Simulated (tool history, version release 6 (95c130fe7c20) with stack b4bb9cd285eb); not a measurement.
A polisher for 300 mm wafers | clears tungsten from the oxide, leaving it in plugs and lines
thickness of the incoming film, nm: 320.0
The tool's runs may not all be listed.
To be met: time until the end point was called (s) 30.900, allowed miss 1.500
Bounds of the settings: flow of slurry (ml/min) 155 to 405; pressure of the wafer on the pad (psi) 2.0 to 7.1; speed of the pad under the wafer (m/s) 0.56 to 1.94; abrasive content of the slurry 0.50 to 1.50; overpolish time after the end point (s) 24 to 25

run  hour  flow of slurry (ml/min)  pressure of the wafer on the pad (psi)  speed of the pad under the wafer (m/s)  abrasive content of the slurry  overpolish time after the end point (s)  time until the end point was called (s)
  1   0.0                      260                                     4.5                                    1.24                            1.00                                       24                                   53.892
  2   6.6                      260                                     5.2                                    1.26                            1.00                                       24                                   46.257
  3  12.8                      260                                     5.8                                    1.28                            1.00                                       24                                   40.833
  4  16.0                      260                                     5.8                                    1.28                            0.85                                       24                                   41.903
  5  22.2                      285                                     5.8                                    1.28                            0.85                                       24                                   42.325
  6  23.7                      285                                     5.8                                    1.02                            0.85                                       24                                   49.016
  7  24.9                      285                                     6.2                                    1.12                            0.85                                       24                                   43.590
  8  32.1                      285                                     6.5                                    1.20                            0.85                                       24                                   39.540

5 next moves are on the table. One of them brings every result within its allowed miss. Which?
  A  39.3                      290                                     6.9                                    1.32                            0.85                                       24                                        ?
  B  39.3                      260                                     7.1                                    1.32                            0.75                                       24                                        ?
  C  39.3                      260                                     7.0                                    1.26                            0.85                                       24                                        ?
  D  39.3                      330                                     7.1                                    1.46                            0.80                                       25                                        ?
  E  39.3                      200                                     6.4                                    1.40                            1.00                                       24                                        ?

move  time until the end point was called (s)
   A                                   33.526
   B                                   33.761
   C                                   34.528
   D                                   30.334
   E                                   34.933
A: nearer than the last run, and not there yet
B: nearer than the last run, and not there yet
C: nearer than the last run, and not there yet
D: meets every target
E: nearer than the last run, and not there yet
The right move is D.
